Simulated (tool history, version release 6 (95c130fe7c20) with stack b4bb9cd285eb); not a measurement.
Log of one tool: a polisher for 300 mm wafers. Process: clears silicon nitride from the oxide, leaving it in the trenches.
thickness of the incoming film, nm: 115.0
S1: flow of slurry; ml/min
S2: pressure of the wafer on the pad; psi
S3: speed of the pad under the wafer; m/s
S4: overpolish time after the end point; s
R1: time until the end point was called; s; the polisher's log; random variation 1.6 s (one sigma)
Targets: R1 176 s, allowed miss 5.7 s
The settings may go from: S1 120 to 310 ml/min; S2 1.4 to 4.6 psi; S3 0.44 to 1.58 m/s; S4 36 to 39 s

run,day,S1,S2,S3,S4,R1
1,0,200,3,1,36,107.64
2,0.067,195,2.6,1,36,120.61
3,0.367,160,2.6,1,36,125.41
4,0.621,160,2.6,1.22,36,102.41
5,0.762,190,2.6,1.22,36,98.546
6,0.892,190,2.6,1.32,36,91.654
7,1.008,185,2.2,1.24,36,107
8,1.246,175,2,1.16,36,123.55
9,1.317,165,1.8,1.1,36,144.39
10,1.392,160,1.7,1.08,36,150.77
11,1.679,155,1.6,1.06,36,161.12
12,1.879,150,1.5,1.06,36,166.98
13,2.154,145,1.5,1.06,36,169.58
14,2.308,140,1.5,1.06,36,168.81

4 next moves are on the table. One of them brings every result within its allowed miss. Which?
A,2.462,130,1.7,0.86,39,?
B,2.462,160,1.4,0.94,39,?
C,2.462,125,2,0.96,36,?
D,2.462,160,1.6,0.96,36,?

move,R1
A,196.68
B,192.6
C,161.79
D,175.22
A: takes the result that was furthest off past its target
B: takes the result that was furthest off past its target
C: further off than the last run
D: meets every target
The right move is D.
